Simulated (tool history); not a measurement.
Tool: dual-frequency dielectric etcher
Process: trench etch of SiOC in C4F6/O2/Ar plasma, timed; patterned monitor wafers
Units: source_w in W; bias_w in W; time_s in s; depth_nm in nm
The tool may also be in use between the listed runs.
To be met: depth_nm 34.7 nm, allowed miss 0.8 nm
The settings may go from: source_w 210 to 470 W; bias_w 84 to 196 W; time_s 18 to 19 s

run	day	source_w	bias_w	time_s	depth_nm
1	0	340	140	18	30.864
2	0.25	290	140	18	29.518
3	0.571	290	140	19	31.276
4	0.696	300	141	19	31.573
5	0.75	300	141	18	30.036
6	0.838	310	143	18	30.198
7	1.171	320	145	18	30.825
8	1.254	330	146	18	31.611
9	1.596	340	147	18	31.527
10	1.833	350	148	18	31.715
11	2.096	360	150	18	32.366
12	2.4	370	151	18	32.69

Which of these 4 next moves meets every target?
A	2.704	400	130	18	?
B	2.704	380	171	19	?
C	2.704	360	154	19	?
D	2.704	380	172	19	?

move	depth_nm
A	32.354
B	36.076
C	34.409
D	36.134
A: further off than the last run
B: takes the result that was furthest off past its target
C: meets every target
D: takes the result that was furthest off past its target
Move C is the one to make.
